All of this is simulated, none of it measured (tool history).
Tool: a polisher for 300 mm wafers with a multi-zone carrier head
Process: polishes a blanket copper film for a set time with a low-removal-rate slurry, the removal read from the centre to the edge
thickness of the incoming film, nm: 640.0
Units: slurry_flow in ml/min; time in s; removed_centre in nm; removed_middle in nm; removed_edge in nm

run,day,slurry_flow,centre_zone,middle_zone,edge_zone,slurry_solids,time,removed_centre,removed_middle,removed_edge
1,0.000,225,1.00,1.00,1.00,1.0,67,160.19,155.19,158.36
2,0.333,225,1.00,1.04,1.00,1.0,67,156.21,160.05,160.12
3,0.383,175,1.00,1.04,1.00,1.0,67,152.55,157.61,155.53
4,0.488,175,1.04,1.04,1.00,1.0,67,159.16,159.12,155.49
5,0.571,175,1.04,1.04,1.00,1.2,67,164.78,163.76,159.80
6,0.692,230,1.04,1.04,1.00,1.2,67,170.07,166.72,166.74

The next listed run, before its measurement:
7,0.842,250,1.08,1.02,1.05,1.3,68,?,?,?

{"run 7": {"removed_centre": 183.88, "removed_middle": 170.94, "removed_edge": 177.53}}

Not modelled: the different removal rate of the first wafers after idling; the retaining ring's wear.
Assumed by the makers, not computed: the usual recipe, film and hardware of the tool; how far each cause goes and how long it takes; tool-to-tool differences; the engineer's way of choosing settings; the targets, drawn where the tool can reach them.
